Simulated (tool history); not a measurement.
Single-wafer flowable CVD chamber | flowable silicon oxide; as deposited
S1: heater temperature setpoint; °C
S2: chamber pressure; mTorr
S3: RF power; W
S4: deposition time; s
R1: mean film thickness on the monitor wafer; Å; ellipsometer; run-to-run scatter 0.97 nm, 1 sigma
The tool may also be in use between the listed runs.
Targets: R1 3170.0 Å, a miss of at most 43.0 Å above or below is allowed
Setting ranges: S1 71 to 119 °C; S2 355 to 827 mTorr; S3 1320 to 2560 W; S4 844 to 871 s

Run 1, hour 0.0: S1 95 °C, S2 591 mTorr, S3 1940 W, S4 844 s. Result: R1 3656.4 Å.
Run 2, hour 7.6: S1 95 °C, S2 591 mTorr, S3 1940 W, S4 844 s. Result: R1 3660.7 Å.
Run 3, hour 13.9: S1 103 °C, S2 591 mTorr, S3 1940 W, S4 844 s. Result: R1 2813.9 Å.
Run 4, hour 18.1: S1 103 °C, S2 591 mTorr, S3 2080 W, S4 844 s. Result: R1 2838.4 Å.
Run 5, hour 25.8: S1 102 °C, S2 591 mTorr, S3 2080 W, S4 844 s. Result: R1 2929.4 Å.
Run 6, hour 29.5: S1 102 °C, S2 547 mTorr, S3 2080 W, S4 844 s. Result: R1 2707.7 Å.
Run 7, hour 37.9: S1 102 °C, S2 547 mTorr, S3 2080 W, S4 844 s. Result: R1 2710.9 Å.
Run 8, hour 43.6: S1 101 °C, S2 547 mTorr, S3 2080 W, S4 844 s. Result: R1 2810.6 Å.
Run 9, hour 49.5: S1 100 °C, S2 547 mTorr, S3 2080 W, S4 844 s. Result: R1 2911.5 Å.
Run 10, hour 52.8: S1 99 °C, S2 547 mTorr, S3 2080 W, S4 844 s. Result: R1 3013.7 Å.
Run 11, hour 56.5: S1 98 °C, S2 547 mTorr, S3 2080 W, S4 844 s. Result: R1 3134.0 Å.

Which one of the following 4 next-run settings gets every result inside its allowed miss? There is exactly one.
Run A, hour 60.2: S1 97 °C, S2 531 mTorr, S3 2125 W, S4 847 s. Result: R1 ?.
Run B, hour 60.2: S1 98 °C, S2 547 mTorr, S3 1885 W, S4 844 s. Result: R1 ?.
Run C, hour 60.2: S1 98 °C, S2 556 mTorr, S3 1695 W, S4 846 s. Result: R1 ?.
Run D, hour 60.2: S1 100 °C, S2 581 mTorr, S3 2085 W, S4 844 s. Result: R1 ?.

move      R1
   A  3152.6
   B  3068.2
   C  3067.3
   D  3088.4
A: hits every target within its allowed miss
B: lands further from the targets than the last run did
C: lands further from the targets than the last run did
D: lands further from the targets than the last run did
So the answer is move A, the one that meets all the targets.
